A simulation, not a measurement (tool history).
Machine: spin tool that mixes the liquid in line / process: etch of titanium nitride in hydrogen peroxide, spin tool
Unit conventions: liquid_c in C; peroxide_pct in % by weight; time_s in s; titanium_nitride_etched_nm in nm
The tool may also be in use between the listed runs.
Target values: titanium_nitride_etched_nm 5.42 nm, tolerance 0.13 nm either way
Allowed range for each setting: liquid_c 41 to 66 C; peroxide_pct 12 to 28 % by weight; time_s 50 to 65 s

run  hour  liquid_c  peroxide_pct  time_s  titanium_nitride_etched_nm
  1     0        57            19      65                      2.7692
  2   5.2        59            20      65                        3.24
  3   9.2        56            20      65                      2.6436
  4  16.9      58.5          20.5      65                      3.1283
  5    22      58.5            17      65                      3.0532
  6    27      60.5          18.5      65                      3.5293
       35  -- new drum of peroxide connected
  7    35        62            20      65                      3.9994
  8  42.7        63          20.5      65                      4.3103
  9  47.2      63.5            21      65                      4.5021
 10  52.8        64            21      65                      4.5923

4 next moves are on the table. One of them brings every result within its allowed miss. Which?
  A  58.4        65          23.5      65                           ?
  B  58.4      65.5          19.5      65                           ?
  C  58.4        66            23      65                           ?
  D  58.4      65.5            21      65                           ?

move  titanium_nitride_etched_nm
   A                      5.1001
   B                      5.0633
   C                      5.4215
   D                      5.1444
A: an improvement on the last run, though not all results are within tolerance
B: an improvement on the last run, though not all results are within tolerance
C: all results in spec
D: an improvement on the last run, though not all results are within tolerance
C meets every target.

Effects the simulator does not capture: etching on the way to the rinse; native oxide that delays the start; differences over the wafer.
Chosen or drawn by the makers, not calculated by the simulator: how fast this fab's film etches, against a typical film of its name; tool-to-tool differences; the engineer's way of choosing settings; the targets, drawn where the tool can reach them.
